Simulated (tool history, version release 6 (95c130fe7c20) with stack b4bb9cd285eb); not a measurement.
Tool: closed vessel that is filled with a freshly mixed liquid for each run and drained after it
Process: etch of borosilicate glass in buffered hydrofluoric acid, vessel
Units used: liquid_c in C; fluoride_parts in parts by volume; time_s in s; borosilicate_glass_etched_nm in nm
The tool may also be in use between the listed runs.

{"run": 1, "hour": 0.0, "liquid_c": 25.0, "fluoride_parts": 15.5, "time_s": 90, "borosilicate_glass_etched_nm": 77.028}
{"run": 2, "hour": 6.8, "liquid_c": 25.0, "fluoride_parts": 18.5, "time_s": 90, "borosilicate_glass_etched_nm": 64.966}
{"run": 3, "hour": 12.8, "liquid_c": 25.0, "fluoride_parts": 15.5, "time_s": 90, "borosilicate_glass_etched_nm": 77.19}
{"run": 4, "hour": 16.0, "liquid_c": 27.0, "fluoride_parts": 13.0, "time_s": 90, "borosilicate_glass_etched_nm": 102.03}
{"run": 5, "hour": 22.5, "liquid_c": 27.0, "fluoride_parts": 13.0, "time_s": 95, "borosilicate_glass_etched_nm": 107.89}
{"run": 6, "hour": 28.1, "liquid_c": 27.0, "fluoride_parts": 16.5, "time_s": 95, "borosilicate_glass_etched_nm": 85.292}

For run 7, what comes out?
{"run": 7, "hour": 31.6, "liquid_c": 28.5, "fluoride_parts": 14.0, "time_s": 95, "borosilicate_glass_etched_nm": "?"}

{"run 7": {"borosilicate_glass_etched_nm": 108.07}}

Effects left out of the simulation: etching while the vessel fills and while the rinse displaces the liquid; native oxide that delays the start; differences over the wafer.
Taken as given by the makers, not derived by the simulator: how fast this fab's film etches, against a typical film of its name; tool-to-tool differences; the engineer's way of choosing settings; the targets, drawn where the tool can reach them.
